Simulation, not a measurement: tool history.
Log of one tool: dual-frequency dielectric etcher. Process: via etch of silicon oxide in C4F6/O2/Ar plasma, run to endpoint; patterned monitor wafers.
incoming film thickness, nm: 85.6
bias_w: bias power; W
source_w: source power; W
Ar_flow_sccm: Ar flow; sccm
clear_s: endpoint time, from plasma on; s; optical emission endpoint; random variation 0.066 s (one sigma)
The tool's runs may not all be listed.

| run | hour | bias_w | source_w | Ar_flow_sccm | clear_s |
|---|---|---|---|---|---|
| 1 | 0.0 | 492 | 370 | 327 | 19.953 |
| 2 | 2.2 | 436 | 370 | 327 | 20.728 |
| 3 | 9.5 | 436 | 330 | 327 | 21.800 |
| 4 | 14.7 | 436 | 270 | 327 | 24.086 |
| 5 | 19.8 | 494 | 300 | 321 | 22.001 |
| 6 | 23.7 | 528 | 300 | 321 | 21.587 |
| 7 | 25.8 | 563 | 320 | 317 | 20.533 |
| 8 | 27.3 | 563 | 320 | 317 | 20.645 |
| 9 | 36.2 | 589 | 340 | 314 | 19.644 |

Run 10 comes next. What will it give?
| 10 | 37.2 | 610 | 350 | 312 | ? |

clear_s: 19.173 s
